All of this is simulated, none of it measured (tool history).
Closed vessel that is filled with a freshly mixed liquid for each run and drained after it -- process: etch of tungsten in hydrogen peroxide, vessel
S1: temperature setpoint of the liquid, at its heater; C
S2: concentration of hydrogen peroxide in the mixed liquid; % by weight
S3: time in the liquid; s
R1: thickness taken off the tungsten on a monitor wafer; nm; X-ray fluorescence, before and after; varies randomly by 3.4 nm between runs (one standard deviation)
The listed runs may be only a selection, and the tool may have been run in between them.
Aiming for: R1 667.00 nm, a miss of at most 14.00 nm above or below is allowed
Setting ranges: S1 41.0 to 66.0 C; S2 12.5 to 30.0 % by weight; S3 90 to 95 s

Run 1, hour 0.0: S1 57.0 C, S2 24.5 % by weight, S3 90 s. Result: R1 421.42 nm.
Run 2, hour 5.2: S1 57.0 C, S2 24.5 % by weight, S3 95 s. Result: R1 444.64 nm.
Run 3, hour 8.5: S1 58.5 C, S2 24.5 % by weight, S3 95 s. Result: R1 485.08 nm.
Run 4, hour 12.0: S1 60.0 C, S2 24.5 % by weight, S3 95 s. Result: R1 533.32 nm.
Run 5, hour 14.9: S1 61.0 C, S2 24.5 % by weight, S3 95 s. Result: R1 560.20 nm.
Run 6, hour 21.7: S1 61.0 C, S2 27.5 % by weight, S3 95 s. Result: R1 590.92 nm.
Run 7, hour 25.6: S1 61.5 C, S2 27.5 % by weight, S3 95 s. Result: R1 606.12 nm.
Run 8, hour 34.8: S1 62.0 C, S2 27.5 % by weight, S3 95 s. Result: R1 628.05 nm.
Run 9, hour 42.7: S1 62.5 C, S2 27.5 % by weight, S3 95 s. Result: R1 638.91 nm.

Exercise: of the 4 proposed moves below, exactly one satisfies all targets within the stated allowed misses. Which move is it?
Run A, hour 50.6: S1 62.5 C, S2 29.0 % by weight, S3 95 s. Result: R1 ?.
Run B, hour 50.6: S1 61.5 C, S2 30.0 % by weight, S3 95 s. Result: R1 ?.
Run C, hour 50.6: S1 65.5 C, S2 20.5 % by weight, S3 90 s. Result: R1 ?.
Run D, hour 50.6: S1 64.0 C, S2 27.0 % by weight, S3 95 s. Result: R1 ?.

move      R1
   A  660.86
   B  635.03
   C  622.96
   D  693.96
A: all results land within tolerance of their targets
B: lands further from the targets than the last run did
C: lands further from the targets than the last run did
D: the result that was furthest off in the last run now lies on the other side of its target
Correct choice: A, which meets every target
